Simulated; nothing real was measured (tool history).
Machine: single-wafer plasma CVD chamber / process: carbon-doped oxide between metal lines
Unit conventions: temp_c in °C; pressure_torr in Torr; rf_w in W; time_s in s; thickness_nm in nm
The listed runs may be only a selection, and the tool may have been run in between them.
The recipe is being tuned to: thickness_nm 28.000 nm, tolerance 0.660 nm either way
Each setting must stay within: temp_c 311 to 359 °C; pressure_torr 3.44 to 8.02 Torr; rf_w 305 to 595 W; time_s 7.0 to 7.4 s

run,hour,temp_c,pressure_torr,rf_w,time_s,thickness_nm
1,0.0,335,5.73,450,7.4,36.727
2,5.4,342,5.73,450,7.4,35.936
3,12.2,342,6.23,450,7.4,36.182
4,13.1,342,5.81,450,7.4,36.028
5,16.6,342,5.81,495,7.4,38.032
6,23.2,343,5.75,470,7.4,36.647
# hour 27.7: thermocouple changed; heater temperature recalibrated
7,27.7,344,5.68,450,7.4,36.005
8,34.1,346,5.51,430,7.4,34.584
9,40.9,347,5.48,415,7.4,33.841
10,49.3,347,5.46,400,7.4,33.032

Which one of the following 5 next-run settings gets every result inside its allowed miss? There is exactly one.
A,57.7,339,5.57,450,7.0,?
B,57.7,354,6.75,370,7.1,?
C,57.7,344,5.53,330,7.0,?
D,57.7,353,5.06,360,7.3,?
E,57.7,353,6.40,385,7.1,?

move,thickness_nm
A,34.535
B,30.223
C,28.053
D,29.718
E,30.923
A: the biggest miss grows against the last run
B: closes in on the targets versus the last run, not all within tolerance yet
C: in spec on every target
D: closes in on the targets versus the last run, not all within tolerance yet
E: closes in on the targets versus the last run, not all within tolerance yet
Correct choice: C, which meets every target
